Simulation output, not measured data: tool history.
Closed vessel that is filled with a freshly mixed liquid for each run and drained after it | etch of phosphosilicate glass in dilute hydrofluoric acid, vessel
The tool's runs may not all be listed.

| run | hour | temperature setpoint of the liquid (°C) | parts of water to one part of 49 % hydrofluoric acid (parts by volume) | time in the liquid (s) | thickness taken off the phosphosilicate glass on a monitor wafer (nm) |
|---|---|---|---|---|---|
| 1 | 0.0 | 21.0 | 125 | 95 | 76.667 |
| 2 | 4.0 | 21.0 | 125 | 95 | 77.706 |
| 3 | 11.3 | 21.0 | 145 | 95 | 65.306 |
| 4 | 16.1 | 23.0 | 145 | 95 | 70.527 |
| 5 | 24.5 | 23.0 | 120 | 95 | 87.511 |
| 6 | 32.6 | 26.5 | 120 | 95 | 100.660 |
| 7 | 34.4 | 27.0 | 110 | 95 | 112.900 |
| 8 | 35.5 | 27.5 | 100 | 95 | 128.180 |
| 9 | 37.3 | 27.5 | 95 | 95 | 137.180 |
| 10 | 44.7 | 29.0 | 45 | 95 | 323.890 |
| 11 | 51.7 | 25.0 | 45 | 95 | 277.140 |
| 12 | 56.2 | 24.0 | 45 | 95 | 269.000 |
| 13 | 61.7 | 23.0 | 45 | 95 | 256.140 |
| 14 | 69.2 | 22.5 | 45 | 95 | 250.160 |

Run 15 comes next. What will it give?
| 15 | 76.3 | 22.0 | 45 | 95 | ? |

{"run 15": {"thickness taken off the phosphosilicate glass on a monitor wafer (nm)": 247.09}}
